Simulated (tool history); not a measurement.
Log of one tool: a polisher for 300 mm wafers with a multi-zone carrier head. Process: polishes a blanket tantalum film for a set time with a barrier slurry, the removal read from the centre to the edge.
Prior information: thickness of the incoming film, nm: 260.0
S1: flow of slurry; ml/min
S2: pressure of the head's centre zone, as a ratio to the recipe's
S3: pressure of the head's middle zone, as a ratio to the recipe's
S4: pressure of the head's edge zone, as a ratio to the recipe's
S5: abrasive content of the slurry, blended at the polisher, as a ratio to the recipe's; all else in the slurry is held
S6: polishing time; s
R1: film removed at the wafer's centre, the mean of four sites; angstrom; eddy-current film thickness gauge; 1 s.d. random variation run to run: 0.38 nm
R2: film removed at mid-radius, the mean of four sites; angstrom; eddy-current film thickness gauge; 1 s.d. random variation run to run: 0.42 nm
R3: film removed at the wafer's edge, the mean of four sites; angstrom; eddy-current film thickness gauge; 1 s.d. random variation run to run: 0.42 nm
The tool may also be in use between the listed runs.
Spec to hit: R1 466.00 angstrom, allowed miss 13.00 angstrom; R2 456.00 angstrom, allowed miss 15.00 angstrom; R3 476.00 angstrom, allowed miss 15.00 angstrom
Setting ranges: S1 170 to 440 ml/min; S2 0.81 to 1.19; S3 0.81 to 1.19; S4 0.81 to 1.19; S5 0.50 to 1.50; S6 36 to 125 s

{"run": 1, "day": 0.0, "S1": 280, "S2": 1.0, "S3": 1.0, "S4": 1.0, "S5": 1.0, "S6": 80, "R1": 728.78, "R2": 734.67, "R3": 734.89}
{"run": 2, "day": 0.312, "S1": 280, "S2": 1.0, "S3": 1.0, "S4": 1.0, "S5": 1.0, "S6": 94, "R1": 869.67, "R2": 863.38, "R3": 872.42}
{"run": 3, "day": 0.508, "S1": 280, "S2": 1.0, "S3": 1.0, "S4": 1.0, "S5": 1.0, "S6": 112, "R1": 1022.4, "R2": 1006.1, "R3": 1025.2}
{"run": 4, "day": 0.621, "S1": 275, "S2": 0.99, "S3": 0.98, "S4": 0.98, "S5": 0.95, "S6": 105, "R1": 950.72, "R2": 924.25, "R3": 954.88}
{"run": 5, "day": 0.692, "S1": 275, "S2": 0.98, "S3": 0.97, "S4": 0.97, "S5": 0.9, "S6": 98, "R1": 856.07, "R2": 849.82, "R3": 877.29}
{"run": 6, "day": 1.004, "S1": 275, "S2": 0.98, "S3": 0.96, "S4": 0.96, "S5": 0.85, "S6": 92, "R1": 807.48, "R2": 780.42, "R3": 806.95}
{"run": 7, "day": 1.225, "S1": 235, "S2": 0.88, "S3": 0.87, "S4": 0.86, "S5": 0.6, "S6": 70, "R1": 499.13, "R2": 483.67, "R3": 520.48}
{"run": 8, "day": 1.304, "S1": 235, "S2": 0.88, "S3": 0.87, "S4": 0.85, "S5": 0.6, "S6": 70, "R1": 498.31, "R2": 478.17, "R3": 520.14}
{"run": 9, "day": 1.646, "S1": 235, "S2": 0.88, "S3": 0.87, "S4": 0.84, "S5": 0.6, "S6": 70, "R1": 506.64, "R2": 485.74, "R3": 515.07}

Next run, 4 choices. One meets every target within its allowed miss, the rest don't. Which?
{"run": "A", "day": 1.988, "S1": 230, "S2": 0.86, "S3": 0.89, "S4": 0.84, "S5": 0.55, "S6": 72, "R1": "?", "R2": "?", "R3": "?"}
{"run": "B", "day": 1.988, "S1": 170, "S2": 1.05, "S3": 0.82, "S4": 1.03, "S5": 0.5, "S6": 71, "R1": "?", "R2": "?", "R3": "?"}
{"run": "C", "day": 1.988, "S1": 275, "S2": 0.87, "S3": 0.88, "S4": 0.84, "S5": 0.6, "S6": 64, "R1": "?", "R2": "?", "R3": "?"}
{"run": "D", "day": 1.988, "S1": 240, "S2": 0.84, "S3": 0.85, "S4": 0.89, "S5": 0.65, "S6": 65, "R1": "?", "R2": "?", "R3": "?"}

move=A R1=484.91 R2=493.30 R3=517.54
move=B R1=501.00 R2=418.61 R3=517.82
move=C R1=457.40 R2=456.29 R3=480.53
move=D R1=455.87 R2=453.24 R3=504.49
A: closer than the last run, but not yet in spec
B: closer than the last run, but not yet in spec
C: all results in spec
D: corrects the largest miss of the last run, while another result sits out of spec
Move C is the one to make.
